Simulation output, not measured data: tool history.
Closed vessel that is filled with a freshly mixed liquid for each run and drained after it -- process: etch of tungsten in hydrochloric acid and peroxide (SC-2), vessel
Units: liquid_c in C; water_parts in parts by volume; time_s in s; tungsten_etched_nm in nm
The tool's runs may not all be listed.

run 1 day=0.000 | liquid_c=64.0 water_parts=10.5 time_s=30 | tungsten_etched_nm=15.785
run 2 day=0.354 | liquid_c=64.0 water_parts=10.5 time_s=30 | tungsten_etched_nm=15.731
run 3 day=0.712 | liquid_c=64.0 water_parts=10.5 time_s=30 | tungsten_etched_nm=15.607
run 4 day=0.958 | liquid_c=64.0 water_parts=10.5 time_s=30 | tungsten_etched_nm=15.639
run 5 day=1.225 | liquid_c=61.5 water_parts=10.5 time_s=30 | tungsten_etched_nm=13.481
run 6 day=1.504 | liquid_c=61.5 water_parts=10.5 time_s=30 | tungsten_etched_nm=13.464
run 7 day=1.608 | liquid_c=59.5 water_parts=10.5 time_s=30 | tungsten_etched_nm=11.879
run 8 day=1.854 | liquid_c=58.0 water_parts=10.5 time_s=30 | tungsten_etched_nm=10.786

For run 9, what comes out?
run 9 day=2.142 | liquid_c=57.0 water_parts=10.5 time_s=30 | tungsten_etched_nm=?

{"run 9": {"tungsten_etched_nm": 10.105}}

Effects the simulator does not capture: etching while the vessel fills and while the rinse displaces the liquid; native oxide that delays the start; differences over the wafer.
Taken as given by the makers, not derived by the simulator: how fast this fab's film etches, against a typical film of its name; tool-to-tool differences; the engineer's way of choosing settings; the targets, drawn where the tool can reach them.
